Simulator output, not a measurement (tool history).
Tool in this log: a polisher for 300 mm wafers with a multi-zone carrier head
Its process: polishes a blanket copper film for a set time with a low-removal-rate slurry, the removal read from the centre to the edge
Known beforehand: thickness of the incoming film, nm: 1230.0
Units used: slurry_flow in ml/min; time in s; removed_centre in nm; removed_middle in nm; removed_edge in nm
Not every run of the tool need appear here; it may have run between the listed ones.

run 1 hour=0 | slurry_flow=180 centre_zone=1 middle_zone=1 edge_zone=1 slurry_solids=1 time=53 | removed_centre=86.248 removed_middle=83.067 removed_edge=84.264
run 2 hour=3.4 | slurry_flow=180 centre_zone=1 middle_zone=1 edge_zone=0.95 slurry_solids=1 time=53 | removed_centre=84.523 removed_middle=84.741 removed_edge=81.214
run 3 hour=6.5 | slurry_flow=185 centre_zone=1 middle_zone=1.02 edge_zone=0.97 slurry_solids=1.05 time=53 | removed_centre=87.715 removed_middle=87.266 removed_edge=84.096
run 4 hour=8.7 | slurry_flow=185 centre_zone=1 middle_zone=0.99 edge_zone=0.97 slurry_solids=1.05 time=53 | removed_centre=86.55 removed_middle=85.296 removed_edge=84.983
run 5 hour=10.2 | slurry_flow=185 centre_zone=1 middle_zone=0.99 edge_zone=1.01 slurry_solids=1.05 time=53 | removed_centre=87.686 removed_middle=83.451 removed_edge=85.291
run 6 hour=15.5 | slurry_flow=190 centre_zone=0.99 middle_zone=1.01 edge_zone=1.02 slurry_solids=1.1 time=53 | removed_centre=87.879 removed_middle=89.179 removed_edge=87.652
run 7 hour=17.9 | slurry_flow=200 centre_zone=0.99 middle_zone=1.02 edge_zone=1.04 slurry_solids=1.1 time=53 | removed_centre=89.171 removed_middle=89.044 removed_edge=88.799
run 8 hour=21.6 | slurry_flow=205 centre_zone=0.99 middle_zone=1.03 edge_zone=1.05 slurry_solids=1.15 time=53 | removed_centre=89.19 removed_middle=90.622 removed_edge=90.053
run 9 hour=24.8 | slurry_flow=210 centre_zone=0.99 middle_zone=1.04 edge_zone=1.06 slurry_solids=1.2 time=53 | removed_centre=90.44 removed_middle=91.041 removed_edge=92.65

Run 10 is up next; what results do you expect?
run 10 hour=27.2 | slurry_flow=215 centre_zone=0.99 middle_zone=1.06 edge_zone=1.06 slurry_solids=1.2 time=53 | removed_centre=? removed_middle=? removed_edge=?

Run 10 produced removed_centre 92.451 nm, removed_middle 95.348 nm, removed_edge 92.659 nm.

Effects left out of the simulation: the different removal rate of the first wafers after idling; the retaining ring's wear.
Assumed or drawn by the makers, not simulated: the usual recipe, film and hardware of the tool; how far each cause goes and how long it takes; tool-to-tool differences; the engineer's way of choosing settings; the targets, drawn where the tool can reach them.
